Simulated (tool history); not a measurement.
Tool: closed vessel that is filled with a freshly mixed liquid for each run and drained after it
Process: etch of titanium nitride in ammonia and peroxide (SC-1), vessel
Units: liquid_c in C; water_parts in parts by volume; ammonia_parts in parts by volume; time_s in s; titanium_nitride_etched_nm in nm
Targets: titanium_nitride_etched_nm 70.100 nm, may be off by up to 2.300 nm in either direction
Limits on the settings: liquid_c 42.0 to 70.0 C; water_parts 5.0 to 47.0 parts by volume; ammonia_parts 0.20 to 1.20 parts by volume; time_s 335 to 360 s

run,hour,liquid_c,water_parts,ammonia_parts,time_s,titanium_nitride_etched_nm
1,0.0,58.0,26.0,0.80,335,42.134
2,5.2,58.0,26.0,0.65,335,39.914
3,6.4,58.0,26.0,0.65,360,43.047
4,10.6,58.0,26.0,0.90,360,45.453
5,14.2,58.0,26.0,0.70,360,44.382
6,16.3,58.0,35.0,0.70,360,37.238
7,20.6,60.5,35.0,0.70,360,43.470
8,23.0,62.5,35.0,0.70,360,49.275
9,28.0,62.5,35.0,0.70,360,48.737
10,30.0,64.0,35.0,0.70,360,54.285
11,33.7,65.0,35.0,0.70,360,56.850

Which single option among these 4 for the next run brings every result within its allowed miss of target? Just one does.
A,37.4,68.0,32.5,0.60,360,?
B,37.4,60.0,39.0,0.75,360,?
C,37.4,69.0,37.5,0.40,360,?
D,37.4,67.0,34.5,0.60,360,?

move,titanium_nitride_etched_nm
A,71.183
B,40.078
C,64.552
D,64.609
A: all results in spec
B: misses by more than the last run did
C: closer than the last run, but not yet in spec
D: closer than the last run, but not yet in spec
Go with A: it meets all targets.

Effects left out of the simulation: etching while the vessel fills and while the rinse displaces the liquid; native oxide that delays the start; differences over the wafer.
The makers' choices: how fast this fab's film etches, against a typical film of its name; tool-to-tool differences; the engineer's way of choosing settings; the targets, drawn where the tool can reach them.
